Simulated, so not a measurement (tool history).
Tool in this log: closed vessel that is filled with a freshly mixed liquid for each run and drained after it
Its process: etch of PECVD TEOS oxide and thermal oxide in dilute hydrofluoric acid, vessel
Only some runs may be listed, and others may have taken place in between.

run	hour	temperature setpoint of the liquid (C)	parts of water to one part of 49 % hydrofluoric acid (parts by volume)	time in the liquid (s)	thickness taken off the PECVD TEOS oxide on a monitor wafer (angstrom)	thickness taken off the thermal oxide on a monitor wafer (angstrom)
1	0.0	22.0	95	250	388.18	129.020
2	2.0	24.0	95	250	421.51	140.730
3	6.9	24.0	110	250	360.69	118.470
4	12.7	24.0	125	250	308.66	101.760
5	16.2	24.0	125	150	186.47	61.146
6	16.9	25.5	125	150	196.83	64.379

What will run 7 give?
7	21.4	26.0	125	150	?	?

Run 7 came out at thickness taken off the PECVD TEOS oxide on a monitor wafer (angstrom) 200.33, thickness taken off the thermal oxide on a monitor wafer (angstrom) 66.538.
